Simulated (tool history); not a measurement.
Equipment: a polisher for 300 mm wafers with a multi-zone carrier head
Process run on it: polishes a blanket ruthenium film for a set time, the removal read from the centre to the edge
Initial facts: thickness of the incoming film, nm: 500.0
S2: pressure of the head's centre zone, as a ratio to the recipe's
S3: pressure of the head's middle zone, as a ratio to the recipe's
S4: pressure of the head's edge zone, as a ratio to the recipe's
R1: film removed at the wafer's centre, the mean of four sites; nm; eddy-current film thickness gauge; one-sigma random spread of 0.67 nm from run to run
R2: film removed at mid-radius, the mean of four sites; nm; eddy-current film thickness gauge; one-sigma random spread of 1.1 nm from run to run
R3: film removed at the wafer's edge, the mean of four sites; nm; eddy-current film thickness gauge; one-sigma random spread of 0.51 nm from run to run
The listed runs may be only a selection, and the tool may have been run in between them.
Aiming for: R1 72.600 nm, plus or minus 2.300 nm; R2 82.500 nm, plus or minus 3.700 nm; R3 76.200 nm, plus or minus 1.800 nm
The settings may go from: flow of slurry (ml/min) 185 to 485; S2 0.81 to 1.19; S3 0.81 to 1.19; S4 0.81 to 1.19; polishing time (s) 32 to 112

Run 1, hour 0.0: flow of slurry (ml/min) 310, S2 1.00, S3 1.00, S4 1.00, polishing time (s) 72. Result: R1 69.039 nm, R2 70.257 nm, R3 67.083 nm.
Run 2, hour 3.4: flow of slurry (ml/min) 320, S2 1.00, S3 1.04, S4 1.05, polishing time (s) 73. Result: R1 70.132 nm, R2 74.232 nm, R3 70.273 nm.
Run 3, hour 11.3: flow of slurry (ml/min) 320, S2 1.00, S3 1.09, S4 1.05, polishing time (s) 73. Result: R1 70.436 nm, R2 76.201 nm, R3 69.754 nm.
Run 4, hour 18.6: flow of slurry (ml/min) 335, S2 1.00, S3 1.11, S4 1.08, polishing time (s) 74. Result: R1 69.400 nm, R2 78.682 nm, R3 72.248 nm.
Run 5, hour 23.8: flow of slurry (ml/min) 335, S2 1.00, S3 1.11, S4 1.08, polishing time (s) 63. Result: R1 59.966 nm, R2 67.057 nm, R3 62.052 nm.
Run 6, hour 28.9: flow of slurry (ml/min) 335, S2 1.08, S3 1.11, S4 1.08, polishing time (s) 63. Result: R1 63.997 nm, R2 68.203 nm, R3 61.063 nm.
Run 7, hour 36.8: flow of slurry (ml/min) 345, S2 1.07, S3 1.12, S4 1.11, polishing time (s) 67. Result: R1 68.420 nm, R2 72.738 nm, R3 66.470 nm.
Run 8, hour 42.8: flow of slurry (ml/min) 355, S2 1.06, S3 1.14, S4 1.14, polishing time (s) 69. Result: R1 71.324 nm, R2 76.856 nm, R3 69.124 nm.
Run 9, hour 44.7: flow of slurry (ml/min) 365, S2 1.03, S3 1.14, S4 1.16, polishing time (s) 70. Result: R1 69.079 nm, R2 76.640 nm, R3 70.716 nm.
Run 10, hour 53.1: flow of slurry (ml/min) 365, S2 1.02, S3 1.15, S4 1.17, polishing time (s) 71. Result: R1 68.442 nm, R2 78.333 nm, R3 72.647 nm.
Run 11, hour 55.9: flow of slurry (ml/min) 370, S2 1.03, S3 1.15, S4 1.18, polishing time (s) 72. Result: R1 71.605 nm, R2 79.931 nm, R3 74.053 nm.
Run 12, hour 64.0: flow of slurry (ml/min) 375, S2 1.03, S3 1.15, S4 1.18, polishing time (s) 72. Result: R1 71.201 nm, R2 82.240 nm, R3 74.526 nm.

5 next moves are on the table. One of them brings every result within its allowed miss. Which?
Run A, hour 72.1: flow of slurry (ml/min) 480, S2 0.96, S3 1.19, S4 1.13, polishing time (s) 72. Result: R1 ?, R2 ?, R3 ?.
Run B, hour 72.1: flow of slurry (ml/min) 395, S2 0.96, S3 1.17, S4 1.17, polishing time (s) 72. Result: R1 ?, R2 ?, R3 ?.
Run C, hour 72.1: flow of slurry (ml/min) 230, S2 1.03, S3 1.19, S4 1.18, polishing time (s) 77. Result: R1 ?, R2 ?, R3 ?.
Run D, hour 72.1: flow of slurry (ml/min) 355, S2 1.01, S3 1.15, S4 1.03, polishing time (s) 74. Result: R1 ?, R2 ?, R3 ?.
Run E, hour 72.1: flow of slurry (ml/min) 475, S2 1.00, S3 1.19, S4 1.11, polishing time (s) 72. Result: R1 ?, R2 ?, R3 ?.

move      R1      R2      R3
   A  68.800  81.912  72.932
   B  67.766  79.724  73.485
   C  72.891  81.411  75.448
   D  72.583  80.121  70.346
   E  71.638  81.843  72.233
A: misses by more than the last run did
B: misses by more than the last run did
C: all results in spec
D: misses by more than the last run did
E: misses by more than the last run did
The move that meets every target is C.
